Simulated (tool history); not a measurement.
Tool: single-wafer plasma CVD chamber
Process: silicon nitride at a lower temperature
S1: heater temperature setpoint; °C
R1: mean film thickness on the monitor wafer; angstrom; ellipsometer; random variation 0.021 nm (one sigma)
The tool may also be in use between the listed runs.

Run 1, hour 0.0: S1 350 °C, chamber pressure (Pa) 263, RF power (W) 260, deposition time (s) 8.9. Result: R1 91.846 angstrom.
Run 2, hour 1.5: S1 350 °C, chamber pressure (Pa) 281, RF power (W) 260, deposition time (s) 8.9. Result: R1 94.365 angstrom.
Run 3, hour 8.8: S1 350 °C, chamber pressure (Pa) 272, RF power (W) 255, deposition time (s) 8.9. Result: R1 91.576 angstrom.
Run 4, hour 12.3: S1 350 °C, chamber pressure (Pa) 264, RF power (W) 250, deposition time (s) 8.9. Result: R1 88.847 angstrom.
Run 5, hour 14.4: S1 350 °C, chamber pressure (Pa) 264, RF power (W) 270, deposition time (s) 8.9. Result: R1 94.905 angstrom.
Run 6, hour 19.6: S1 350 °C, chamber pressure (Pa) 264, RF power (W) 270, deposition time (s) 8.9. Result: R1 95.165 angstrom.
At hour 21.7: capacitance manometer re-zeroed and calibrated.
Run 7, hour 21.7: S1 350 °C, chamber pressure (Pa) 256, RF power (W) 265, deposition time (s) 8.9. Result: R1 95.333 angstrom.
Run 8, hour 22.5: S1 350 °C, chamber pressure (Pa) 256, RF power (W) 260, deposition time (s) 8.9. Result: R1 93.799 angstrom.

The next listed run, before its measurement:
Run 9, hour 25.8: S1 350 °C, chamber pressure (Pa) 256, RF power (W) 250, deposition time (s) 8.9. Result: R1 ?.

{"run 9": {"R1": 90.561}}
